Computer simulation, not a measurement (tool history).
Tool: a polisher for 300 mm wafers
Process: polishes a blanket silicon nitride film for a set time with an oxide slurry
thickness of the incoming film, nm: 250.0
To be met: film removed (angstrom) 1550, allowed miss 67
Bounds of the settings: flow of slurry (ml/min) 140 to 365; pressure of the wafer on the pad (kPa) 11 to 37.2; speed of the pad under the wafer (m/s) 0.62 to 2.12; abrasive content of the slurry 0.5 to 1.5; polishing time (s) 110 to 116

run    day  flow of slurry (ml/min)  pressure of the wafer on the pad (kPa)  speed of the pad under the wafer (m/s)  abrasive content of the slurry  polishing time (s)  film removed (angstrom)
  1      0                      235                                    24.1                                    1.36                               1                 110                   981.09
  2    0.2                      235                                    24.1                                    1.36                            0.85                 110                   916.71
  3  0.321                      235                                    26.2                                    1.38                            0.85                 110                   1003.9
  4   0.55                      235                                    26.2                                    1.38                            0.85                 110                   990.67
  5  0.725                      235                                    28.3                                     1.4                            0.85                 110                   1076.7
  6  0.908                      235                                    29.6                                    1.42                            0.85                 110                   1163.9
  7  1.129                      235                                      31                                    1.42                            0.85                 110                   1202.6
  8  1.154                      235                                    32.4                                    1.44                            0.85                 110                   1270.2
  9  1.217                      235                                    33.1                                    1.46                            0.85                 110                   1278.4
 10  1.362                      235                                    33.8                                    1.48                            0.85                 110                   1313.3
 11  1.442                      235                                    34.5                                     1.5                            0.85                 110                   1404.9
 12  1.646                      235                                    37.2                                     1.5                            0.85                 110                   1487.3

4 next moves are on the table. One of them brings every result within its allowed miss. Which?
  A  1.85                      230                                    33.8                                    1.48                            1.05                 110                        ?
  B  1.85                      215                                    37.2                                    1.44                            0.75                 114                        ?
  C  1.85                      295                                    34.5                                    1.32                            1.05                 112                        ?
  D  1.85                      250                                    37.2                                    1.48                            0.95                 112                        ?

move  film removed (angstrom)
   A                   1450.6
   B                     1386
   C                   1417.5
   D                   1569.1
A: further off than the last run
B: further off than the last run
C: further off than the last run
D: meets every target
The right move is D.

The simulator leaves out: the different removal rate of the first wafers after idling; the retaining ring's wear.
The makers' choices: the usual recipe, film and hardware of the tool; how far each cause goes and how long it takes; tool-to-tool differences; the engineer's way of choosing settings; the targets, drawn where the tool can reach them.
